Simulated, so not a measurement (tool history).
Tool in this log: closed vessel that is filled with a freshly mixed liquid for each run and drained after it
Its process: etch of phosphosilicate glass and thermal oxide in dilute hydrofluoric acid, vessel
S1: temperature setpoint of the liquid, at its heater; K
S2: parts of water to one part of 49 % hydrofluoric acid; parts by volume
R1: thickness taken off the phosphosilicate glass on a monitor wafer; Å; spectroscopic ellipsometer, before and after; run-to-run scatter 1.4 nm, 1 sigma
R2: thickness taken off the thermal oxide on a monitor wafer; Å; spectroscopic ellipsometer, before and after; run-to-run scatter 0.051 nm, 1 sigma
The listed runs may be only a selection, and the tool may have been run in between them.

{"run": 1, "hour": 0.0, "S1": 296.15, "S2": 75, "time in the liquid (s)": 60, "R1": 1677.3, "R2": 38.948}
{"run": 2, "hour": 4.6, "S1": 297.65, "S2": 70, "time in the liquid (s)": 60, "R1": 1956.7, "R2": 44.128}
{"run": 3, "hour": 10.0, "S1": 297.65, "S2": 55, "time in the liquid (s)": 60, "R1": 2482.3, "R2": 57.574}
{"run": 4, "hour": 14.6, "S1": 298.15, "S2": 55, "time in the liquid (s)": 60, "R1": 2569.5, "R2": 58.856}
{"run": 5, "hour": 21.6, "S1": 298.15, "S2": 55, "time in the liquid (s)": 45, "R1": 1930.9, "R2": 44.542}
{"run": 6, "hour": 22.9, "S1": 299.15, "S2": 55, "time in the liquid (s)": 45, "R1": 2007.9, "R2": 45.908}
{"run": 7, "hour": 28.8, "S1": 299.65, "S2": 55, "time in the liquid (s)": 45, "R1": 2031.9, "R2": 46.257}
{"run": 8, "hour": 31.5, "S1": 300.15, "S2": 50, "time in the liquid (s)": 45, "R1": 2290.4, "R2": 53.218}

Expected results for the next run?
{"run": 9, "hour": 40.3, "S1": 304.15, "S2": 45, "time in the liquid (s)": 45, "R1": "?", "R2": "?"}

{"run 9": {"R1": 3025.5, "R2": 69.865}}
